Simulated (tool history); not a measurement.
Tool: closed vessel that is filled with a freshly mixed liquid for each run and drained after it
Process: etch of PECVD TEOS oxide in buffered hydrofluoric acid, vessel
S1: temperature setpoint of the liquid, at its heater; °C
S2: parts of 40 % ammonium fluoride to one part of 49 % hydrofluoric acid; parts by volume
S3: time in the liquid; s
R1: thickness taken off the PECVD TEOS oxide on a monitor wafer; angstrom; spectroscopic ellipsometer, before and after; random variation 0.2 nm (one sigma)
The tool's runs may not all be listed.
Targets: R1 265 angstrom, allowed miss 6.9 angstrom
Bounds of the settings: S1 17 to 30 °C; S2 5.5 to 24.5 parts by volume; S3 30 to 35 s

run 1 hour=0 | S1=22 S2=15 S3=35 | R1=395.02
run 2 hour=4.2 | S1=20.5 S2=15.5 S3=35 | R1=352.93
run 3 hour=6.4 | S1=20.5 S2=15.5 S3=30 | R1=299.86
run 4 hour=7.2 | S1=20.5 S2=15.5 S3=35 | R1=349.27
run 5 hour=13 | S1=20.5 S2=18 S3=35 | R1=301.28
run 6 hour=17.6 | S1=20 S2=18 S3=35 | R1=289.67
run 7 hour=22.4 | S1=19.5 S2=18 S3=35 | R1=286.48
run 8 hour=30.9 | S1=19 S2=18 S3=35 | R1=274.23

4 next moves are on the table. One of them brings every result within its allowed miss. Which?
run A hour=39.4 | S1=19.5 S2=18.5 S3=35 | R1=?
run B hour=39.4 | S1=18 S2=17 S3=35 | R1=?
run C hour=39.4 | S1=22.5 S2=24.5 S3=35 | R1=?
run D hour=39.4 | S1=22 S2=21.5 S3=35 | R1=?

move=A R1=278.68
move=B R1=278.29
move=C R1=265.23
move=D R1=282.29
A: further off than the last run
B: further off than the last run
C: meets every target
D: further off than the last run
Answer: C
